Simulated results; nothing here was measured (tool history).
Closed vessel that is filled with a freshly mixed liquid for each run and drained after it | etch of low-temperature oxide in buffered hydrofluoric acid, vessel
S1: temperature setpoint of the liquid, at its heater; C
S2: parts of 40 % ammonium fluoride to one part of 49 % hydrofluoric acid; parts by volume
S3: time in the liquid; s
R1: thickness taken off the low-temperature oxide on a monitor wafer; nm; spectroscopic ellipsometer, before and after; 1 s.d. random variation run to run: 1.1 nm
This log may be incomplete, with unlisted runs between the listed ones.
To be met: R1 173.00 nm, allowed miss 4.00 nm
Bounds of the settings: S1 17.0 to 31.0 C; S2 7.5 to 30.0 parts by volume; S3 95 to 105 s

| run | hour | S1 | S2 | S3 | R1 |
|---|---|---|---|---|---|
| 1 | 0.0 | 23.0 | 20.5 | 95 | 215.14 |
| 2 | 0.9 | 23.0 | 20.5 | 95 | 216.97 |
| 3 | 8.1 | 24.5 | 20.5 | 95 | 235.53 |
| 4 | 14.9 | 22.5 | 20.5 | 95 | 211.82 |
| 5 | 23.5 | 22.5 | 20.5 | 105 | 231.47 |
| 6 | 30.0 | 25.5 | 20.5 | 105 | 276.08 |
| 7 | 39.0 | 22.5 | 21.0 | 105 | 227.16 |
|  | 42.7 | thermometer replaced |
| 8 | 42.7 | 21.0 | 21.0 | 105 | 188.00 |
| 9 | 48.5 | 20.5 | 21.0 | 105 | 185.27 |
| 10 | 49.8 | 20.0 | 21.0 | 105 | 182.07 |

5 next moves are on the table. One of them brings every result within its allowed miss. Which?
| A | 51.1 | 19.0 | 17.5 | 100 | ? |
| B | 51.1 | 19.5 | 23.5 | 105 | ? |
| C | 51.1 | 19.5 | 20.0 | 95 | ? |
| D | 51.1 | 20.0 | 19.5 | 95 | ? |
| E | 51.1 | 17.0 | 15.5 | 95 | ? |

| move | R1 |
|---|---|
| A | 190.74 |
| B | 161.53 |
| C | 163.35 |
| D | 172.27 |
| E | 182.29 |
A: its largest miss is bigger than the last run's
B: takes the result that was furthest off past its target
C: takes the result that was furthest off past its target
D: hits every target within its allowed miss
E: no nearer and no further than the last run
D meets every target.
